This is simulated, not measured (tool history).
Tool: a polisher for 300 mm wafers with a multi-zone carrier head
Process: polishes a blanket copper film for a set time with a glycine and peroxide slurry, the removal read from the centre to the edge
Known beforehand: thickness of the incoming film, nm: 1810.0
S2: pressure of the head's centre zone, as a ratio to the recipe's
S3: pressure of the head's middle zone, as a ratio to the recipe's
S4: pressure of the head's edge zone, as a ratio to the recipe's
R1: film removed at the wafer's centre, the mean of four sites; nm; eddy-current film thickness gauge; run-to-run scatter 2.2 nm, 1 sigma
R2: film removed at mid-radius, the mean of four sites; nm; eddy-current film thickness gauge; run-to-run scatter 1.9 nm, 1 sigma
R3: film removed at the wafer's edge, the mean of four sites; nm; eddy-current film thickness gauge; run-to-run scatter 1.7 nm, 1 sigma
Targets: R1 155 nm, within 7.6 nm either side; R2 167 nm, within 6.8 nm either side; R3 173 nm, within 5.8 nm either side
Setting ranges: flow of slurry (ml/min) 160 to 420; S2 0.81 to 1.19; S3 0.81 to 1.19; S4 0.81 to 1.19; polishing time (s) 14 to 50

{"run": 1, "hour": 0.0, "flow of slurry (ml/min)": 270, "S2": 1, "S3": 1, "S4": 1, "polishing time (s)": 32, "R1": 135.76, "R2": 136.91, "R3": 134.92}
{"run": 2, "hour": 7.9, "flow of slurry (ml/min)": 270, "S2": 1, "S3": 1, "S4": 1, "polishing time (s)": 35, "R1": 146.78, "R2": 150, "R3": 145.78}
{"run": 3, "hour": 15.5, "flow of slurry (ml/min)": 270, "S2": 0.92, "S3": 1, "S4": 1, "polishing time (s)": 35, "R1": 139.96, "R2": 145.92, "R3": 146.67}
{"run": 4, "hour": 20.8, "flow of slurry (ml/min)": 295, "S2": 0.92, "S3": 1, "S4": 1, "polishing time (s)": 35, "R1": 134.46, "R2": 148.64, "R3": 150.08}
{"run": 5, "hour": 24.3, "flow of slurry (ml/min)": 305, "S2": 0.95, "S3": 1, "S4": 1.03, "polishing time (s)": 36, "R1": 149.39, "R2": 150.94, "R3": 152.38}
{"run": 6, "hour": 29.4, "flow of slurry (ml/min)": 305, "S2": 0.99, "S3": 1, "S4": 1.03, "polishing time (s)": 36, "R1": 151.91, "R2": 150.48, "R3": 157.94}
{"run": 7, "hour": 33.9, "flow of slurry (ml/min)": 320, "S2": 0.98, "S3": 1.02, "S4": 1.04, "polishing time (s)": 36, "R1": 151.44, "R2": 158.27, "R3": 155.96}
{"run": 8, "hour": 38.8, "flow of slurry (ml/min)": 320, "S2": 0.98, "S3": 1.02, "S4": 1.04, "polishing time (s)": 36, "R1": 150.63, "R2": 160.06, "R3": 158.6}
{"run": 9, "hour": 40.1, "flow of slurry (ml/min)": 335, "S2": 0.97, "S3": 1.02, "S4": 1.06, "polishing time (s)": 36, "R1": 147.92, "R2": 159.16, "R3": 159.52}
{"run": 10, "hour": 43.9, "flow of slurry (ml/min)": 345, "S2": 0.97, "S3": 1.02, "S4": 1.08, "polishing time (s)": 36, "R1": 150.99, "R2": 161.66, "R3": 163.81}
{"run": 11, "hour": 52.1, "flow of slurry (ml/min)": 350, "S2": 0.97, "S3": 1.02, "S4": 1.1, "polishing time (s)": 36, "R1": 153.11, "R2": 155.51, "R3": 163.12}

Which one of the following 5 next-run settings gets every result inside its allowed miss? There is exactly one.
{"run": "A", "hour": 60.3, "flow of slurry (ml/min)": 385, "S2": 0.98, "S3": 0.96, "S4": 1.19, "polishing time (s)": 33, "R1": "?", "R2": "?", "R3": "?"}
{"run": "B", "hour": 60.3, "flow of slurry (ml/min)": 340, "S2": 0.96, "S3": 0.89, "S4": 1.19, "polishing time (s)": 36, "R1": "?", "R2": "?", "R3": "?"}
{"run": "C", "hour": 60.3, "flow of slurry (ml/min)": 360, "S2": 1.02, "S3": 1.15, "S4": 1.03, "polishing time (s)": 34, "R1": "?", "R2": "?", "R3": "?"}
{"run": "D", "hour": 60.3, "flow of slurry (ml/min)": 355, "S2": 0.9, "S3": 1, "S4": 1.05, "polishing time (s)": 39, "R1": "?", "R2": "?", "R3": "?"}
{"run": "E", "hour": 60.3, "flow of slurry (ml/min)": 400, "S2": 0.92, "S3": 0.94, "S4": 1.19, "polishing time (s)": 39, "R1": "?", "R2": "?", "R3": "?"}

move=A R1=139.24 R2=136.94 R3=154.16
move=B R1=147.07 R2=140.88 R3=166.99
move=C R1=148.65 R2=158.44 R3=146.71
move=D R1=149.98 R2=165.27 R3=170.01
move=E R1=154.88 R2=160.15 R3=182.63
A: the biggest miss grows against the last run
B: the biggest miss grows against the last run
C: the biggest miss grows against the last run
D: every result within its allowed miss
E: takes the biggest miss from the last run beyond its target
D is the move that brings every result within its allowed miss.
